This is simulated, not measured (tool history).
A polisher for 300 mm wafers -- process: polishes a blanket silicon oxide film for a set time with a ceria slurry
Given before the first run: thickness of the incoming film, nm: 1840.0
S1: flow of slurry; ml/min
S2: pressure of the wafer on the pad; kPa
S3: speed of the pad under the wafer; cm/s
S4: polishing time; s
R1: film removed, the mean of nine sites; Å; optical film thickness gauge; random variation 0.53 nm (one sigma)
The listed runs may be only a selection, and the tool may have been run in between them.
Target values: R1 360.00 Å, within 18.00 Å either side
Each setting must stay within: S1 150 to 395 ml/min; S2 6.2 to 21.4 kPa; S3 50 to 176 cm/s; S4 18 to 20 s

run  hour   S1    S2   S3  S4      R1
  1   0.0  250  13.8  112  20  574.21
  2   2.9  250  13.8  112  20  566.45
  3   7.1  250  13.1  112  20  537.48
  4   8.9  250  13.1  130  20  627.83
  5  13.4  275  13.1  130  20  637.37
  6  14.7  250  13.1  130  20  636.18
  7  18.8  250  12.4  128  20  592.95
  8  27.3  250  11.7  126  20  542.73

Consider the 5 candidate settings below. Which is the only one whose results all fall within their allowed miss of target?
  A  35.8  225  16.5  160  20   ?
  B  35.8  210  15.9  144  20   ?
  C  35.8  300  10.3  112  18   ?
  D  35.8  195   9.0  110  18   ?
  E  35.8  190  11.7   96  18   ?

move      R1
   A  964.35
   B  826.78
   C  401.66
   D  326.50
   E  368.76
A: the biggest miss grows against the last run
B: the biggest miss grows against the last run
C: nearer than the last run, and not there yet
D: pushes the last run's worst result past its target
E: hits every target within its allowed miss
E meets every target.
